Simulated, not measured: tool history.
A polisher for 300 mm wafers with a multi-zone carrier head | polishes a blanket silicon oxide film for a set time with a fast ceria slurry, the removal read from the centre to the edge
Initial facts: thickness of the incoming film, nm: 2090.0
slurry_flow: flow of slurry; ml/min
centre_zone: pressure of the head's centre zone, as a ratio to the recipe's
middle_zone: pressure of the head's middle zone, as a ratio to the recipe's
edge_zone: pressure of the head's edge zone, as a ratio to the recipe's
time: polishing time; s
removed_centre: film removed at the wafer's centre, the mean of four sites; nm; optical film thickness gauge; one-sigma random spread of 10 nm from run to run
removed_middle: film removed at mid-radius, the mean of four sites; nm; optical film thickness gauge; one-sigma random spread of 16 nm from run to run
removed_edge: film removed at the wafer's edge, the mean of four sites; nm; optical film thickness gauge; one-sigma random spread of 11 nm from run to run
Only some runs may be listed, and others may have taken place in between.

run,hour,slurry_flow,centre_zone,middle_zone,edge_zone,time,removed_centre,removed_middle,removed_edge
1,0.0,260,1.00,1.00,1.00,70,674.82,687.54,668.10
2,2.2,260,1.00,1.00,0.92,70,700.08,692.35,640.42
3,6.4,260,1.00,0.94,0.92,70,691.07,648.29,634.25
4,9.8,260,1.00,0.94,0.97,70,689.72,652.55,654.15
5,17.3,260,1.00,0.86,0.97,70,693.67,599.83,659.56
6,18.0,260,1.00,0.93,0.97,70,689.25,647.07,657.59
7,23.9,265,1.03,0.97,1.01,76,767.40,728.67,722.01
8,31.1,265,1.04,0.99,1.04,82,835.26,788.14,798.96
9,33.6,270,1.05,1.03,1.06,86,887.89,867.35,844.94
10,38.7,270,1.05,1.03,1.06,86,893.18,880.75,834.99
11,44.2,270,1.05,1.04,1.08,89,914.36,901.00,881.67

Run 12, settings as shown, results not yet in. Your forecast:
12,47.0,275,1.06,1.06,1.10,91,?,?,?

removed_centre: 945.62 nm
removed_middle: 952.48 nm
removed_edge: 904.78 nm
